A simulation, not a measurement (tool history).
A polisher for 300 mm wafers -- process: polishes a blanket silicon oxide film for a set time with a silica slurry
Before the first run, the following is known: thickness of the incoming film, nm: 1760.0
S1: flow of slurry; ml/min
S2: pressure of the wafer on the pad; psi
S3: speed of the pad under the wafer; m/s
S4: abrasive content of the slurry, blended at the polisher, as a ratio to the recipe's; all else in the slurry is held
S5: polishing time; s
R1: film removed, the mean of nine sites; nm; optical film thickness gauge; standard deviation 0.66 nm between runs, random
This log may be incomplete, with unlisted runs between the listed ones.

run    day   S1   S2    S3   S4  S5      R1
  1  0.000  280  4.6  1.00  1.0  52  188.91
  2  0.100  280  4.2  0.96  1.0  52  171.89
  3  0.188  280  4.2  1.18  1.0  52  192.39
  4  0.283  280  4.2  1.18  1.0  55  205.23
  5  0.646  280  3.9  1.08  1.0  55  179.38
  6  0.829  280  3.9  1.16  1.0  55  187.78
  7  0.996  280  3.6  1.08  1.0  55  166.55
  8  1.167  280  3.4  1.02  1.0  55  153.22

Run 9, settings as shown, results not yet in. Your forecast:
  9  1.204  280  3.2  0.96  1.0  55   ?

R1: 138.22 nm
